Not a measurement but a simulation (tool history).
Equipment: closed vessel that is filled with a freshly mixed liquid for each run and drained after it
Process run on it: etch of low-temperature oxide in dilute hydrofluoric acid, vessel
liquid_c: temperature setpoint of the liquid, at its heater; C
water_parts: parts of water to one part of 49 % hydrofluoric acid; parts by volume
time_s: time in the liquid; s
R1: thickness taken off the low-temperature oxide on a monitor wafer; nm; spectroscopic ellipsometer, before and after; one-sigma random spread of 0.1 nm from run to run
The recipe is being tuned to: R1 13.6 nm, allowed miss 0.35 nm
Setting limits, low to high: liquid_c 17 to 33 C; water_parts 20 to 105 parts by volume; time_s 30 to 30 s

run 1 hour=0 | liquid_c=25 water_parts=55 time_s=30 | R1=9.8993
run 2 hour=1.5 | liquid_c=25 water_parts=55 time_s=30 | R1=10.083
run 3 hour=9.4 | liquid_c=28.5 water_parts=55 time_s=30 | R1=11.469
run 4 hour=18.3 | liquid_c=29 water_parts=55 time_s=30 | R1=11.613
run 5 hour=20.4 | liquid_c=26.5 water_parts=55 time_s=30 | R1=10.559
run 6 hour=27.5 | liquid_c=27.5 water_parts=55 time_s=30 | R1=10.994
run 7 hour=29 | liquid_c=28.5 water_parts=55 time_s=30 | R1=11.314
run 8 hour=34 | liquid_c=29 water_parts=55 time_s=30 | R1=11.498
run 9 hour=38.5 | liquid_c=29.5 water_parts=55 time_s=30 | R1=11.839
run 10 hour=39.6 | liquid_c=30 water_parts=55 time_s=30 | R1=12.347

4 next moves are on the table. One of them brings every result within its allowed miss. Which?
run A hour=40.7 | liquid_c=28.5 water_parts=50 time_s=30 | R1=?
run B hour=40.7 | liquid_c=29 water_parts=45 time_s=30 | R1=?
run C hour=40.7 | liquid_c=29 water_parts=50 time_s=30 | R1=?
run D hour=40.7 | liquid_c=27.5 water_parts=45 time_s=30 | R1=?

move=A R1=12.711
move=B R1=14.515
move=C R1=12.966
move=D R1=13.671
A: closer than the last run, but not yet in spec
B: pushes the last run's worst result past its target
C: closer than the last run, but not yet in spec
D: each result inside its tolerance
Answer: D
